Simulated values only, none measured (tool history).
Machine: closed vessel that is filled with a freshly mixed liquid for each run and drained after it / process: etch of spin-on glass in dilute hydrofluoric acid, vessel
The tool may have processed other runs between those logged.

run	hour	temperature setpoint of the liquid (K)	parts of water to one part of 49 % hydrofluoric acid (parts by volume)	time in the liquid (s)	thickness taken off the spin-on glass on a monitor wafer (angstrom)
1	0.0	294.15	70	100	497.41
2	6.1	294.15	85	100	395.59
3	12.1	294.15	105	100	314.21
4	18.2	294.15	105	100	320.20
5	20.6	294.15	105	100	315.57
6	25.7	292.65	105	100	299.53

Run 7 is up next; what results do you expect?
7	29.2	294.15	95	100	?

{"run 7": {"thickness taken off the spin-on glass on a monitor wafer (angstrom)": 360.91}}
